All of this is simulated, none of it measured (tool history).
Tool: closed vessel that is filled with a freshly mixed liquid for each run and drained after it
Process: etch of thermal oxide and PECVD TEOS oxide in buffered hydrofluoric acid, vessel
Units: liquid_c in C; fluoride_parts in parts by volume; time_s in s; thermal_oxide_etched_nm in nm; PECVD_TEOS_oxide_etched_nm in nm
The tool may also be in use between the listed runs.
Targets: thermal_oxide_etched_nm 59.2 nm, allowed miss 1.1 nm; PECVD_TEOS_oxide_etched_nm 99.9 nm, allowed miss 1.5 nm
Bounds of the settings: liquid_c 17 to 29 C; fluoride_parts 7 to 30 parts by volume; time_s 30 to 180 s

Run 1, hour 0: liquid_c 21 C, fluoride_parts 19 parts by volume, time_s 90 s. Result: thermal_oxide_etched_nm 46.685 nm, PECVD_TEOS_oxide_etched_nm 79.004 nm.
Run 2, hour 1.1: liquid_c 21 C, fluoride_parts 16.5 parts by volume, time_s 90 s. Result: thermal_oxide_etched_nm 54.144 nm, PECVD_TEOS_oxide_etched_nm 91.315 nm.
Run 3, hour 4.1: liquid_c 21 C, fluoride_parts 16.5 parts by volume, time_s 105 s. Result: thermal_oxide_etched_nm 63.591 nm, PECVD_TEOS_oxide_etched_nm 105.38 nm.
Run 4, hour 6.4: liquid_c 21 C, fluoride_parts 16.5 parts by volume, time_s 85 s. Result: thermal_oxide_etched_nm 50.456 nm, PECVD_TEOS_oxide_etched_nm 85.843 nm.
Run 5, hour 12.5: liquid_c 22 C, fluoride_parts 16.5 parts by volume, time_s 85 s. Result: thermal_oxide_etched_nm 53.89 nm, PECVD_TEOS_oxide_etched_nm 91.127 nm.
Run 6, hour 20.3: liquid_c 22 C, fluoride_parts 16.5 parts by volume, time_s 70 s. Result: thermal_oxide_etched_nm 44.29 nm, PECVD_TEOS_oxide_etched_nm 74.781 nm.
Run 7, hour 27.1: liquid_c 23.5 C, fluoride_parts 16.5 parts by volume, time_s 70 s. Result: thermal_oxide_etched_nm 47.597 nm, PECVD_TEOS_oxide_etched_nm 81.651 nm.
Run 8, hour 28.9: liquid_c 24.5 C, fluoride_parts 16.5 parts by volume, time_s 70 s. Result: thermal_oxide_etched_nm 50.843 nm, PECVD_TEOS_oxide_etched_nm 85.123 nm.
Run 9, hour 33.9: liquid_c 25.5 C, fluoride_parts 16.5 parts by volume, time_s 70 s. Result: thermal_oxide_etched_nm 53.779 nm, PECVD_TEOS_oxide_etched_nm 90.371 nm.
Run 10, hour 40.2: liquid_c 26 C, fluoride_parts 16.5 parts by volume, time_s 70 s. Result: thermal_oxide_etched_nm 54.789 nm, PECVD_TEOS_oxide_etched_nm 92.979 nm.
Run 11, hour 40.9: liquid_c 26.5 C, fluoride_parts 16.5 parts by volume, time_s 70 s. Result: thermal_oxide_etched_nm 57.018 nm, PECVD_TEOS_oxide_etched_nm 95.455 nm.
Run 12, hour 47.1: liquid_c 27 C, fluoride_parts 16.5 parts by volume, time_s 70 s. Result: thermal_oxide_etched_nm 58.507 nm, PECVD_TEOS_oxide_etched_nm 98.191 nm.

Which of these 5 next moves meets every target?
Run A, hour 53.3: liquid_c 25.5 C, fluoride_parts 15 parts by volume, time_s 70 s. Result: thermal_oxide_etched_nm ?, PECVD_TEOS_oxide_etched_nm ?.
Run B, hour 53.3: liquid_c 27 C, fluoride_parts 12 parts by volume, time_s 50 s. Result: thermal_oxide_etched_nm ?, PECVD_TEOS_oxide_etched_nm ?.
Run C, hour 53.3: liquid_c 29 C, fluoride_parts 22 parts by volume, time_s 80 s. Result: thermal_oxide_etched_nm ?, PECVD_TEOS_oxide_etched_nm ?.
Run D, hour 53.3: liquid_c 26.5 C, fluoride_parts 18.5 parts by volume, time_s 80 s. Result: thermal_oxide_etched_nm ?, PECVD_TEOS_oxide_etched_nm ?.
Run E, hour 53.3: liquid_c 27.5 C, fluoride_parts 23 parts by volume, time_s 90 s. Result: thermal_oxide_etched_nm ?, PECVD_TEOS_oxide_etched_nm ?.

move  thermal_oxide_etched_nm  PECVD_TEOS_oxide_etched_nm
   A                   58.385                      98.411
   B                   56.252                      94.815
   C                   56.826                      95.783
   D                     57.3                      96.581
   E                   57.237                      96.476
A: meets every target
B: further off than the last run
C: further off than the last run
D: further off than the last run
E: further off than the last run
The right move is A.
